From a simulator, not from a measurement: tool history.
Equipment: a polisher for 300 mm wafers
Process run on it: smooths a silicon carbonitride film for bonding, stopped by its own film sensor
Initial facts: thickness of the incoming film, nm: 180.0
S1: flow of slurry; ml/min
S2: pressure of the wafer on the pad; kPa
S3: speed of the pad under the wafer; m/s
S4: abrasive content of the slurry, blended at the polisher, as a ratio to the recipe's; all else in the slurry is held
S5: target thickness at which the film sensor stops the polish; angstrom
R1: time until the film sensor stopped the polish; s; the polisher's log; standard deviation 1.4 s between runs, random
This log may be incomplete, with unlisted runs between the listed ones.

run 1 hour=0.0 | S1=295 S2=14.5 S3=1.08 S4=1.0 S5=1590 | R1=70.424
run 2 hour=4.6 | S1=295 S2=12.4 S3=1.06 S4=1.0 S5=1590 | R1=80.106
run 3 hour=13.4 | S1=295 S2=12.4 S3=1.06 S4=1.0 S5=1610 | R1=75.460
run 4 hour=17.1 | S1=295 S2=12.4 S3=0.90 S4=1.0 S5=1610 | R1=83.664
run 5 hour=21.3 | S1=295 S2=12.4 S3=0.90 S4=1.0 S5=1590 | R1=90.970
-- hour=28.1 head pressure recalibrated
run 6 hour=28.1 | S1=295 S2=12.4 S3=1.10 S4=1.0 S5=1590 | R1=91.497
run 7 hour=35.8 | S1=295 S2=11.7 S3=1.10 S4=1.0 S5=1590 | R1=96.451
run 8 hour=37.3 | S1=295 S2=11.0 S3=1.10 S4=1.0 S5=1590 | R1=102.000

Expected results for the next run?
run 9 hour=38.1 | S1=295 S2=10.3 S3=1.10 S4=1.0 S5=1590 | R1=?

Run 9 gave R1 107.410 s.
